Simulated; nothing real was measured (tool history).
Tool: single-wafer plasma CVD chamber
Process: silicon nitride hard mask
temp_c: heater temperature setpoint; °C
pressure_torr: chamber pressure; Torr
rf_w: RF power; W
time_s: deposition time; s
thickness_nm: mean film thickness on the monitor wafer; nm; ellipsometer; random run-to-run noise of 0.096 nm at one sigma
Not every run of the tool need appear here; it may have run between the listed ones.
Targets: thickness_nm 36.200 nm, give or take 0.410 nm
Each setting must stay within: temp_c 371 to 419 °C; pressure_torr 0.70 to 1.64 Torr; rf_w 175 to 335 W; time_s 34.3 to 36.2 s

run 1 hour=0.0 | temp_c=395 pressure_torr=1.17 rf_w=255 time_s=36.2 | thickness_nm=32.800
run 2 hour=5.7 | temp_c=395 pressure_torr=1.17 rf_w=255 time_s=36.2 | thickness_nm=32.880
run 3 hour=14.7 | temp_c=395 pressure_torr=1.17 rf_w=270 time_s=36.2 | thickness_nm=34.285
run 4 hour=20.7 | temp_c=387 pressure_torr=1.17 rf_w=270 time_s=36.2 | thickness_nm=34.244
run 5 hour=27.2 | temp_c=387 pressure_torr=1.23 rf_w=270 time_s=36.2 | thickness_nm=34.947
run 6 hour=35.1 | temp_c=387 pressure_torr=1.08 rf_w=270 time_s=36.2 | thickness_nm=33.381
run 7 hour=42.8 | temp_c=387 pressure_torr=1.16 rf_w=270 time_s=36.2 | thickness_nm=34.185
run 8 hour=48.0 | temp_c=387 pressure_torr=1.22 rf_w=270 time_s=36.2 | thickness_nm=34.750

Which of these 5 next moves meets every target?
run A hour=53.2 | temp_c=390 pressure_torr=1.53 rf_w=275 time_s=35.5 | thickness_nm=?
run B hour=53.2 | temp_c=379 pressure_torr=1.52 rf_w=270 time_s=35.1 | thickness_nm=?
run C hour=53.2 | temp_c=386 pressure_torr=1.37 rf_w=275 time_s=34.5 | thickness_nm=?
run D hour=53.2 | temp_c=388 pressure_torr=1.27 rf_w=275 time_s=35.7 | thickness_nm=?
run E hour=53.2 | temp_c=386 pressure_torr=1.30 rf_w=275 time_s=35.3 | thickness_nm=?

move=A thickness_nm=37.101
move=B thickness_nm=36.279
move=C thickness_nm=34.935
move=D thickness_nm=35.285
move=E thickness_nm=35.169
A: carries the result that was furthest off beyond its target, to the other side
B: every result within its allowed miss
C: nearer than the last run, and not there yet
D: nearer than the last run, and not there yet
E: nearer than the last run, and not there yet
Answer: B
